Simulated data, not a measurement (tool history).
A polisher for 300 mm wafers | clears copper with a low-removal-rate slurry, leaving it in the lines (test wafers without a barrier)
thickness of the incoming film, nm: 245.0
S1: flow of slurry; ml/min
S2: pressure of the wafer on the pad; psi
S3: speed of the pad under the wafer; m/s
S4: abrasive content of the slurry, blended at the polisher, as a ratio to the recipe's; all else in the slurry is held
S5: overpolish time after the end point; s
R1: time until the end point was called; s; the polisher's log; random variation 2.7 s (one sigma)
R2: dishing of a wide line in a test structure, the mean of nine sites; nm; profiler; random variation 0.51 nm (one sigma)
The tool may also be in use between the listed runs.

| run | day | S1 | S2 | S3 | S4 | S5 | R1 | R2 |
|---|---|---|---|---|---|---|---|---|
| 1 | 0 | 290 | 2.3 | 1.06 | 1 | 14 | 89.336 | 28.814 |
| 2 | 0.288 | 290 | 2.1 | 1.06 | 1 | 15 | 97.292 | 27.616 |
| 3 | 0.412 | 290 | 2 | 1.04 | 1 | 16 | 107.11 | 28.386 |
| 4 | 0.592 | 290 | 1.9 | 1.04 | 1 | 17 | 107.1 | 27.785 |
| 5 | 0.933 | 290 | 1.9 | 1.04 | 1 | 19 | 110.24 | 32.132 |
| 6 | 1.225 | 290 | 1.6 | 1.04 | 1 | 19 | 129.34 | 26.429 |
| 7 | 1.454 | 290 | 1.6 | 1.04 | 1 | 20 | 132.18 | 28.493 |

Forecast run 8:
| 8 | 1.546 | 290 | 1.4 | 1.02 | 1 | 21 | ? | ? |

{"run 8": {"R1": 149.94, "R2": 24.845}}
